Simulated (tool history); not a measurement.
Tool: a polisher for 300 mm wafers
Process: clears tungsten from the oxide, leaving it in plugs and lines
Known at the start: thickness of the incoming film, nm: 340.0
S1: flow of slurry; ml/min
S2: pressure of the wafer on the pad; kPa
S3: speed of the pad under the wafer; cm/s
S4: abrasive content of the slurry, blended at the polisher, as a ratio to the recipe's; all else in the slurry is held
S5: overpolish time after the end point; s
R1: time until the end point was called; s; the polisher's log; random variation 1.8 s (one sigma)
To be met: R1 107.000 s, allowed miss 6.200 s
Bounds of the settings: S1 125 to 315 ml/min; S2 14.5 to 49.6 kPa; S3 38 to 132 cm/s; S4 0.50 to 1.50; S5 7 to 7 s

run	hour	S1	S2	S3	S4	S5	R1
1	0.0	205	31.7	84	1.00	7	80.476
2	3.3	190	31.7	84	1.00	7	80.327
3	5.1	190	31.7	84	0.80	7	83.516
4	5.8	190	30.3	84	0.80	7	87.883
5	9.4	190	29.6	84	0.80	7	90.504
6	14.2	190	29.6	94	0.80	7	83.189
7	21.7	190	28.3	94	0.80	7	85.707
8	27.0	190	26.9	94	0.80	7	88.510
9	29.7	190	20.0	92	0.80	7	120.700
10	32.0	190	20.7	92	0.80	7	120.270

Which of these 5 next moves meets every target?
A	34.3	185	22.1	104	0.60	7	?
B	34.3	210	20.7	76	0.90	7	?
C	34.3	160	26.2	96	0.65	7	?
D	34.3	195	22.8	108	0.80	7	?
E	34.3	175	31.7	80	0.75	7	?

move	R1
A	105.920
B	136.670
C	97.776
D	92.097
E	92.427
A: meets every target
B: further off than the last run
C: takes the result that was furthest off past its target
D: takes the result that was furthest off past its target
E: takes the result that was furthest off past its target
Move A is the one to make.
